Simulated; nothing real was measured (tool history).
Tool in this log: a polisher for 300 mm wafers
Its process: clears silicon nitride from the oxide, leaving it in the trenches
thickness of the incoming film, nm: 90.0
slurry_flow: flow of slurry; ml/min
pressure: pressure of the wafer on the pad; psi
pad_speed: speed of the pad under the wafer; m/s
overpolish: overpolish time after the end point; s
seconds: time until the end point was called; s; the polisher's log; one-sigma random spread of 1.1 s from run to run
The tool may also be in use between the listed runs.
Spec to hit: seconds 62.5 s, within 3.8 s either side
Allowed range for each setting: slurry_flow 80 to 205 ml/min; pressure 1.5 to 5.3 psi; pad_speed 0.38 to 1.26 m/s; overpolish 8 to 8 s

run,hour,slurry_flow,pressure,pad_speed,overpolish,seconds
1,0,135,3.4,0.82,8,85.484
2,3.3,135,2.7,0.82,8,110.9
3,11.8,135,2.7,0.82,8,106.77
4,16.2,135,3.1,0.84,8,91.085
5,22.8,165,3.1,0.84,8,87.539
6,25.6,165,3.1,0.84,8,87.509
7,33.4,165,3.3,0.84,8,80.179
8,38.5,165,3.4,0.84,8,82.515

Which one of the following 5 next-run settings gets every result inside its allowed miss? There is exactly one.
A,43.6,165,3.9,0.74,8,?
B,43.6,135,3.2,0.64,8,?
C,43.6,155,4,0.96,8,?
D,43.6,160,3.5,0.94,8,?
E,43.6,200,3.3,0.98,8,?

move,seconds
A,80.38
B,112.83
C,63.581
D,72.85
E,71.668
A: better than the last run, though not everything is in spec
B: moves away from the targets compared with the last run
C: every result within its allowed miss
D: better than the last run, though not everything is in spec
E: better than the last run, though not everything is in spec
Answer: C
